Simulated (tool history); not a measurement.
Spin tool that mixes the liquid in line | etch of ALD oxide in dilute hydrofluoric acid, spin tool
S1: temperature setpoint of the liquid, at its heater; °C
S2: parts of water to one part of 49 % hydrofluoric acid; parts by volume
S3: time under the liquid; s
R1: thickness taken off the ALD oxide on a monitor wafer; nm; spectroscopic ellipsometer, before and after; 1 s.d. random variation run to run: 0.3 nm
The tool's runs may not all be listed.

run  hour    S1   S2   S3      R1
  1     0    21  115  100  14.026
  2   4.1    21  140  100  11.083
  3   7.8    23  110  100  15.683
  4  16.1    23  110  100  15.695
  5  21.1  24.5   85  100  22.603
  6  24.5  25.5   75  100  26.433
  7  29.5  26.5   65  100  32.395
  8    36    27   60  100  36.245
  9  43.4  27.5   60  100  37.365
 10  46.6    28   60  100  37.726
 11  52.5    29   45  100  52.844

Expected results for the next run?
 12  55.2  28.5  45  100   ?

For run 12 the tool returned R1 52.568 nm.

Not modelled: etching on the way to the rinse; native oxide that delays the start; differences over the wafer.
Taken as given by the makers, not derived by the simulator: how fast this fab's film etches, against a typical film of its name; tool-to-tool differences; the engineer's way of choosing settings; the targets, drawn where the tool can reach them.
